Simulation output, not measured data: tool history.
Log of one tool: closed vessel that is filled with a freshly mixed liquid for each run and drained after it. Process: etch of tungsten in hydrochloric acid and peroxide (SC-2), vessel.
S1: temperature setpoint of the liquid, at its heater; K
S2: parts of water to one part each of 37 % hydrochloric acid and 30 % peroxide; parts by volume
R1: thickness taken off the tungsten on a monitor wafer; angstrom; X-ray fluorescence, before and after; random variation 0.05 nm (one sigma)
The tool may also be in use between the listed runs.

{"run": 1, "hour": 0.0, "S1": 320.15, "S2": 6.5, "time in the liquid (s)": 30, "R1": 127.23}
{"run": 2, "hour": 2.1, "S1": 320.15, "S2": 7.5, "time in the liquid (s)": 30, "R1": 115.61}
{"run": 3, "hour": 5.8, "S1": 320.15, "S2": 8.5, "time in the liquid (s)": 30, "R1": 104.63}
{"run": 4, "hour": 10.2, "S1": 319.15, "S2": 8.5, "time in the liquid (s)": 30, "R1": 97.29}
{"run": 5, "hour": 18.8, "S1": 319.15, "S2": 7.5, "time in the liquid (s)": 30, "R1": 106.85}
{"run": 6, "hour": 22.6, "S1": 319.15, "S2": 7.5, "time in the liquid (s)": 30, "R1": 106.46}

Run 7 is up next; what results do you expect?
{"run": 7, "hour": 27.5, "S1": 318.15, "S2": 7.5, "time in the liquid (s)": 30, "R1": "?"}

Logged for run 7: R1 100.98 angstrom.
